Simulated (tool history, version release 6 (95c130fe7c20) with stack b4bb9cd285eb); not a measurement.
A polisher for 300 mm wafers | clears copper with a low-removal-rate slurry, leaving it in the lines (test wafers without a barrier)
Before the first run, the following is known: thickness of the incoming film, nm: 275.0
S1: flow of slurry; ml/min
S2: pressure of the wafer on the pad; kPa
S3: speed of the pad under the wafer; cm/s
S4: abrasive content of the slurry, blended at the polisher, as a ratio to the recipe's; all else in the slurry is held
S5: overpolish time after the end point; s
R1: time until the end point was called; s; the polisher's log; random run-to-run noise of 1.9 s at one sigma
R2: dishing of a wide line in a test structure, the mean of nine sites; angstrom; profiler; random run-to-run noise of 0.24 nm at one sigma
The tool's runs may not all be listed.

run    day   S1    S2   S3  S4  S5      R1      R2
  1      0  185  19.3  122   1  13  103.11  273.38
  2  0.204  205  19.3  122   1  13  101.84  280.43
  3  0.358  195  16.5  120   1  15  117.94  266.17
  4  0.646  185  14.5  116   1  17  138.32     259
  5  0.712  175  13.1  116   1  18  155.74  250.55
  6  0.929  205  13.1  116   1  18  151.99   258.8
  7  1.229  200  12.4  116   1  19  158.04  256.48
  8  1.408  195  11.7  116   1  19  165.86  243.61
  9  1.471  190    11  116   1  19  176.29  229.71
 10  1.754  180    11  116   1  19  182.32  229.55

Expected results for the next run?
 11  2.104  145  11  116   1  20   ?   ?

{"run 11": {"R1": 185.69, "R2": 227.89}}
